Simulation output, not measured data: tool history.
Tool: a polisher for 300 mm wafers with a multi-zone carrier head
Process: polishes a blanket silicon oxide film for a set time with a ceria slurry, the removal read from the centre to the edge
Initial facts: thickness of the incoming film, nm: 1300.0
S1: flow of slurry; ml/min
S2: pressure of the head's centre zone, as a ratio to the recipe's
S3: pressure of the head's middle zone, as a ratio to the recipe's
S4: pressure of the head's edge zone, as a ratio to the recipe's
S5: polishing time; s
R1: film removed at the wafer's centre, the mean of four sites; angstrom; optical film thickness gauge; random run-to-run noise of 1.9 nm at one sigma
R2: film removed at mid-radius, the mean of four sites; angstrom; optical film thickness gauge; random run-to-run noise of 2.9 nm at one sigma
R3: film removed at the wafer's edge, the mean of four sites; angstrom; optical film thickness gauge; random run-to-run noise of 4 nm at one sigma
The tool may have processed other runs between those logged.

Run 1, hour 0.0: S1 180 ml/min, S2 1.00, S3 1.00, S4 1.00, S5 62 s. Result: R1 4379.0 angstrom, R2 4353.5 angstrom, R3 4302.6 angstrom.
Run 2, hour 5.2: S1 180 ml/min, S2 1.00, S3 1.00, S4 0.95, S5 62 s. Result: R1 4382.4 angstrom, R2 4360.3 angstrom, R3 4272.9 angstrom.
Run 3, hour 13.2: S1 200 ml/min, S2 1.00, S3 1.00, S4 0.95, S5 62 s. Result: R1 4486.3 angstrom, R2 4393.0 angstrom, R3 4295.2 angstrom.
Run 4, hour 18.7: S1 200 ml/min, S2 1.00, S3 1.00, S4 0.95, S5 49 s. Result: R1 3581.0 angstrom, R2 3473.2 angstrom, R3 3417.0 angstrom.
Run 5, hour 27.1: S1 220 ml/min, S2 1.00, S3 1.00, S4 0.95, S5 49 s. Result: R1 3589.4 angstrom, R2 3586.5 angstrom, R3 3384.2 angstrom.
Run 6, hour 35.6: S1 260 ml/min, S2 1.00, S3 1.00, S4 0.95, S5 49 s. Result: R1 3680.5 angstrom, R2 3613.5 angstrom, R3 3537.6 angstrom.
Run 7, hour 37.6: S1 255 ml/min, S2 0.98, S3 0.98, S4 0.94, S5 48 s. Result: R1 3532.6 angstrom, R2 3435.4 angstrom, R3 3349.7 angstrom.
Run 8, hour 40.8: S1 250 ml/min, S2 0.96, S3 0.97, S4 0.95, S5 48 s. Result: R1 3439.9 angstrom, R2 3425.7 angstrom, R3 3437.0 angstrom.
Run 9, hour 49.6: S1 245 ml/min, S2 0.95, S3 0.96, S4 0.94, S5 48 s. Result: R1 3415.4 angstrom, R2 3431.1 angstrom, R3 3430.2 angstrom.

Run 10, settings as shown, results not yet in. Your forecast:
Run 10, hour 54.5: S1 240 ml/min, S2 0.94, S3 0.95, S4 0.93, S5 47 s. Result: R1 ?, R2 ?, R3 ?.

Run 10 came out at R1 3320.9 angstrom, R2 3271.8 angstrom, R3 3301.9 angstrom.

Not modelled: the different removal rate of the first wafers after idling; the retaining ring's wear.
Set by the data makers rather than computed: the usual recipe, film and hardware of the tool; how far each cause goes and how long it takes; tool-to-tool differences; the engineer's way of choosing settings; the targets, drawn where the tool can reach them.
